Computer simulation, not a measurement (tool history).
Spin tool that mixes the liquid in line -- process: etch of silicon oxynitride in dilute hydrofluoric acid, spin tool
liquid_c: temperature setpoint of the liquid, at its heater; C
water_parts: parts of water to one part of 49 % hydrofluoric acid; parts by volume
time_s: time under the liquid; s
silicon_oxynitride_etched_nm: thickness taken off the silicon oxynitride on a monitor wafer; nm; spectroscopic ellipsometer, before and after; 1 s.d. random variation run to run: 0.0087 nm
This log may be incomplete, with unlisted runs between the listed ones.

| run | hour | liquid_c | water_parts | time_s | silicon_oxynitride_etched_nm |
|---|---|---|---|---|---|
| 1 | 0 | 25 | 105 | 85 | 1.5807 |
| 2 | 8.8 | 24 | 105 | 85 | 1.5251 |
| 3 | 12.4 | 23 | 105 | 85 | 1.4502 |
| 4 | 16.8 | 23 | 105 | 85 | 1.4353 |
| 5 | 22.3 | 26 | 105 | 85 | 1.6696 |
| 6 | 23.2 | 24.5 | 105 | 85 | 1.5632 |
| 7 | 24.9 | 23.5 | 105 | 85 | 1.4797 |
| 8 | 25.6 | 22.5 | 105 | 85 | 1.4157 |

Run 9, settings as shown, results not yet in. Your forecast:
| 9 | 29.4 | 21.5 | 105 | 85 | ? |

{"run 9": {"silicon_oxynitride_etched_nm": 1.3304}}
